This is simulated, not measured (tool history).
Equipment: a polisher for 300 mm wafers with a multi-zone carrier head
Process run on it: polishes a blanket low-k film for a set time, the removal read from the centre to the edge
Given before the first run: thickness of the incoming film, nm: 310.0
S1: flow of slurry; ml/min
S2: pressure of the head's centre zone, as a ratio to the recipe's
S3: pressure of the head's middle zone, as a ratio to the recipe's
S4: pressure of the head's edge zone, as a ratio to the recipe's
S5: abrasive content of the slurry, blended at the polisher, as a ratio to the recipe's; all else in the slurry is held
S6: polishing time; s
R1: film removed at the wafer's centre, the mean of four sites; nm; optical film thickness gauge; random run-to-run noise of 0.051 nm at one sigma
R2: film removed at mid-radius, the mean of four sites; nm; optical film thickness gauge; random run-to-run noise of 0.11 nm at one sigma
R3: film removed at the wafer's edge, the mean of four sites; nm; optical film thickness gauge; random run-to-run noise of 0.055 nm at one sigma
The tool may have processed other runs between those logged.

run 1 hour=0.0 | S1=245 S2=1.00 S3=1.00 S4=1.00 S5=1.00 S6=38 | R1=13.0210 R2=13.1120 R3=12.7580
run 2 hour=7.2 | S1=225 S2=0.94 S3=1.00 S4=0.99 S5=0.85 S6=35 | R1=10.1540 R2=10.8360 R3=10.7640
run 3 hour=9.8 | S1=225 S2=0.94 S3=1.00 S4=0.95 S5=0.85 S6=35 | R1=10.3650 R2=10.8380 R3=10.6790
run 4 hour=15.7 | S1=210 S2=0.90 S3=1.02 S4=0.94 S5=0.75 S6=33 | R1=8.3748 R2=9.6654 R3=9.2028
run 5 hour=18.6 | S1=195 S2=0.87 S3=1.01 S4=0.92 S5=0.70 S6=33 | R1=7.7863 R2=9.1314 R3=8.5929
run 6 hour=20.9 | S1=185 S2=0.85 S3=1.00 S4=0.93 S5=0.65 S6=33 | R1=7.2582 R2=8.7250 R3=8.3130

The next listed run, before its measurement:
run 7 hour=22.7 | S1=175 S2=0.84 S3=0.99 S4=0.93 S5=0.65 S6=33 | R1=? R2=? R3=?

Logged for run 7: R1 7.1566 nm, R2 8.5193 nm, R3 8.3062 nm.
